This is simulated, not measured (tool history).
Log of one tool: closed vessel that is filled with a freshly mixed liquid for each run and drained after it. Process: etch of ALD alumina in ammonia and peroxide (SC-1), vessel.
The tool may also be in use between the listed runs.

| run | hour | temperature setpoint of the liquid (C) | parts of 29 % ammonia solution to one part of 30 % peroxide (parts by volume) | time in the liquid (s) | thickness taken off the ALD alumina on a monitor wafer (angstrom) |
|---|---|---|---|---|---|
| 1 | 0 | 61 | 0.45 | 885 | 450.4 |
| 2 | 2.5 | 61 | 0.3 | 885 | 432.03 |
| 3 | 4.9 | 61 | 0.45 | 885 | 449.59 |
| 4 | 10.2 | 61 | 0.55 | 885 | 458.67 |
| 5 | 15.8 | 59 | 0.55 | 885 | 414.75 |
| 6 | 20 | 66 | 0.55 | 885 | 588.48 |

Run 7 comes next. What will it give?
| 7 | 21 | 66 | 0.55 | 885 | ? |

{"run 7": {"thickness taken off the ALD alumina on a monitor wafer (angstrom)": 587.56}}
